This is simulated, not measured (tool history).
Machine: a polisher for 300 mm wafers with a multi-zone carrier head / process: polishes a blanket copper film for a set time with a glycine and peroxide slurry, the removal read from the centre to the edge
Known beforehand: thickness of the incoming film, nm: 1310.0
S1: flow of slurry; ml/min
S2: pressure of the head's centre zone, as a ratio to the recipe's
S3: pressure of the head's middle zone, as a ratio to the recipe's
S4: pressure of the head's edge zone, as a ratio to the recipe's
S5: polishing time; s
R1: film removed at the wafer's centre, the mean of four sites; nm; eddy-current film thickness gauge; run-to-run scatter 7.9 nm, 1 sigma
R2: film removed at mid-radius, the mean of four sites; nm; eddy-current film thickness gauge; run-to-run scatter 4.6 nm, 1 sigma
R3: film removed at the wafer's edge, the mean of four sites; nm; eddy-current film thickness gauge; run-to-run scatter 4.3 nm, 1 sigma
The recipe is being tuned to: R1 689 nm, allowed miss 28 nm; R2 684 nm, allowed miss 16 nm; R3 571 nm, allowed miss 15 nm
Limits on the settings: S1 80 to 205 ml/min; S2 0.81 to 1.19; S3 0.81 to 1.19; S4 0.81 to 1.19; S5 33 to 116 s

Run 1, hour 0: S1 135 ml/min, S2 1, S3 1, S4 1, S5 74 s. Result: R1 390.1 nm, R2 403.58 nm, R3 389.81 nm.
Run 2, hour 7.7: S1 135 ml/min, S2 1, S3 1, S4 1, S5 85 s. Result: R1 457.06 nm, R2 463.43 nm, R3 444.36 nm.
Run 3, hour 14.6: S1 135 ml/min, S2 1.07, S3 1, S4 1, S5 85 s. Result: R1 483.76 nm, R2 468.59 nm, R3 445.48 nm.
Run 4, hour 21.9: S1 150 ml/min, S2 1.1, S3 1.04, S4 1.03, S5 88 s. Result: R1 531.23 nm, R2 501.02 nm, R3 471.51 nm.
Run 5, hour 25.5: S1 150 ml/min, S2 1.1, S3 1.04, S4 1.03, S5 77 s. Result: R1 466.14 nm, R2 443.64 nm, R3 412.84 nm.
Run 6, hour 27.5: S1 150 ml/min, S2 1.14, S3 1.04, S4 1.03, S5 77 s. Result: R1 479.44 nm, R2 440.61 nm, R3 412.49 nm.
Run 7, hour 35.2: S1 160 ml/min, S2 1.14, S3 1.08, S4 1.04, S5 83 s. Result: R1 517.07 nm, R2 500.75 nm, R3 449.89 nm.
Run 8, hour 44.1: S1 170 ml/min, S2 1.15, S3 1.1, S4 1.04, S5 88 s. Result: R1 558.82 nm, R2 541.28 nm, R3 479.04 nm.
Run 9, hour 51.9: S1 175 ml/min, S2 1.16, S3 1.12, S4 1.04, S5 92 s. Result: R1 599.87 nm, R2 581.06 nm, R3 497.25 nm.
Run 10, hour 60.2: S1 180 ml/min, S2 1.17, S3 1.14, S4 1.06, S5 94 s. Result: R1 619.73 nm, R2 599.68 nm, R3 524.81 nm.
Run 11, hour 61.8: S1 200 ml/min, S2 1.18, S3 1.19, S4 1.03, S5 100 s. Result: R1 673.48 nm, R2 672.59 nm, R3 558.11 nm.

Consider the 4 candidate settings below. Which is the only one whose results all fall within their allowed miss of target?
Run A, hour 63.4: S1 200 ml/min, S2 1.14, S3 1.1, S4 1.07, S5 103 s. Result: R1 ?, R2 ?, R3 ?.
Run B, hour 63.4: S1 205 ml/min, S2 1.19, S3 1.06, S4 0.88, S5 106 s. Result: R1 ?, R2 ?, R3 ?.
Run C, hour 63.4: S1 205 ml/min, S2 1.19, S3 1.19, S4 1.07, S5 101 s. Result: R1 ?, R2 ?, R3 ?.
Run D, hour 63.4: S1 185 ml/min, S2 1.19, S3 1.19, S4 0.93, S5 103 s. Result: R1 ?, R2 ?, R3 ?.

move      R1      R2      R3
   A  667.92  654.81  572.81
   B   718.9   655.1  538.73
   C  685.61  689.22   562.4
   D  688.07  692.99  530.37
A: the worst result of the last run now meets its target, but another is out of spec
B: moves away from the targets compared with the last run
C: every result lands within tolerance
D: moves away from the targets compared with the last run
So the answer is move C, the one that meets all the targets.
